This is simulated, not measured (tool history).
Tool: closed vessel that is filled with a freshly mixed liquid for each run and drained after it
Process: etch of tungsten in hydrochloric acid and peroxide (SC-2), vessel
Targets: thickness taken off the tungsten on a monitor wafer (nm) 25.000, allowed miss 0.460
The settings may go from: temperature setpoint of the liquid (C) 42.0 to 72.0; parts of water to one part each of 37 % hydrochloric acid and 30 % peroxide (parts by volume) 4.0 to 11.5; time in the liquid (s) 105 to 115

run    day  temperature setpoint of the liquid (C)  parts of water to one part each of 37 % hydrochloric acid and 30 % peroxide (parts by volume)  time in the liquid (s)  thickness taken off the tungsten on a monitor wafer (nm)
  1  0.000                                    58.0                                                                                            6.5                     105                                                    52.942
  2  0.162                                    55.0                                                                                            6.5                     105                                                    43.618
  3  0.212                                    55.0                                                                                            6.5                     115                                                    47.721
  4  0.529                                    52.5                                                                                            6.5                     115                                                    40.428
  5  0.588                                    51.0                                                                                            6.5                     115                                                    36.279
  6  0.633                                    54.0                                                                                            6.5                     115                                                    44.521
  7  0.679                                    52.0                                                                                            6.5                     115                                                    39.216
  8  0.746                                    50.5                                                                                            6.5                     115                                                    35.450
  9  0.892                                    49.0                                                                                            6.5                     115                                                    32.025
 10  1.033                                    48.0                                                                                            6.5                     115                                                    29.812
 11  1.404                                    47.5                                                                                            6.5                     115                                                    28.908
 12  1.579                                    47.0                                                                                            6.5                     115                                                    28.002
 13  1.725                                    46.5                                                                                            6.5                     115                                                    27.073
 14  1.921                                    46.0                                                                                            6.5                     115                                                    26.097

5 next moves are on the table. One of them brings every result within its allowed miss. Which?
  A  2.117                                    50.5                                                                                            9.0                     110                                                         ?
  B  2.117                                    46.0                                                                                            7.0                     110                                                         ?
  C  2.117                                    49.5                                                                                            8.5                     115                                                         ?
  D  2.117                                    44.5                                                                                            6.0                     110                                                         ?
  E  2.117                                    47.5                                                                                            7.0                     105                                                         ?

move  thickness taken off the tungsten on a monitor wafer (nm)
   A                                                    26.095
   B                                                    23.549
   C                                                    26.737
   D                                                    23.899
   E                                                    24.894
A: as far off as the last run
B: takes the result that was furthest off past its target
C: further off than the last run
D: takes the result that was furthest off past its target
E: meets every target
The right move is E.
